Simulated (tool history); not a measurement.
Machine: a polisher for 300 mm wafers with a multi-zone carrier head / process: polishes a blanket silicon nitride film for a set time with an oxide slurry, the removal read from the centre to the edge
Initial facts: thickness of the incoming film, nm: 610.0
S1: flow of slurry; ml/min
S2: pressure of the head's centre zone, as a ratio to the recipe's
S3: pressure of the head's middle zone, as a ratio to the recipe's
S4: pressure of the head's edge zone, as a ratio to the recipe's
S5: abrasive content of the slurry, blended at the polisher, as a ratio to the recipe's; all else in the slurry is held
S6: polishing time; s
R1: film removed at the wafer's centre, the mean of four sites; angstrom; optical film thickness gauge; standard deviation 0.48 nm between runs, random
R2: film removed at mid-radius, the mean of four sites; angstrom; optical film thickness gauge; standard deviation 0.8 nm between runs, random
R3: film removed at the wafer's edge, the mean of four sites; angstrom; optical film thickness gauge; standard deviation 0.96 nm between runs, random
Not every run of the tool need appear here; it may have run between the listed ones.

run  hour   S1  S2    S3    S4    S5  S6      R1      R2      R3
  1     0  285   1     1     1     1  66  570.91  576.31  547.58
  2   6.7  285   1     1  1.02  1.05  66  581.85  577.55  581.32
  3  15.2  285   1     1  1.02   1.2  66  601.79  613.23  582.97
  4  19.2  290   1     1  1.04   1.2  66  612.67  594.22  614.67
  5  23.6  295   1  1.01  1.05   1.2  66  608.03  600.23  602.69
  6  25.5  295   1  1.01  1.05   1.1  66  595.71  590.39  577.37
  7  31.6  290   1  1.01  1.05  1.15  66  601.75  600.88  601.51

Forecast run 8:
  8  32.7  290   1  1.01  1.06  1.15  66   ?   ?   ?

R1: 599.48 angstrom
R2: 590.75 angstrom
R3: 598.2 angstrom

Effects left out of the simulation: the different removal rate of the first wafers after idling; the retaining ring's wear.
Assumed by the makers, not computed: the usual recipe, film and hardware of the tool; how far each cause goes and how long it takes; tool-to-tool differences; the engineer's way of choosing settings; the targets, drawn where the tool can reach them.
